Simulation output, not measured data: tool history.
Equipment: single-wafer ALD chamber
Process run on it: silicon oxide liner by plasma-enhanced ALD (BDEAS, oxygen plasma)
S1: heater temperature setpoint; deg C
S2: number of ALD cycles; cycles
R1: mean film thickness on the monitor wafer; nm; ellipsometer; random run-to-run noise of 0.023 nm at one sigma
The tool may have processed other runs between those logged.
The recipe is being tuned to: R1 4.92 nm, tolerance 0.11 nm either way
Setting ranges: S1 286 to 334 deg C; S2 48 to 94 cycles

run	hour	S1	S2	R1
1	0	310	71	6.7237
2	7	304	71	6.8147
3	14.5	305	69	6.6104
4	17.5	305	64	6.0869
5	24.7	305	73	6.9841
6	28.9	305	81	7.7533
7	30.4	306	77	7.3377
8	36.7	307	74	7.0947
9	37.4	307	71	6.7253

Which one of the following 5 next-run settings gets every result inside its allowed miss? There is exactly one.
A	38.1	307	60	?
B	38.1	295	56	?
C	38.1	311	48	?
D	38.1	324	53	?
E	38.1	304	86	?

move	R1
A	5.7211
B	5.5068
C	4.5496
D	4.9254
E	8.237
A: moves toward the targets from the last run without getting all of them in spec
B: moves toward the targets from the last run without getting all of them in spec
C: the result that was furthest off in the last run now lies on the other side of its target
D: meets every target
E: misses by more than the last run did
Move D is the one to make.
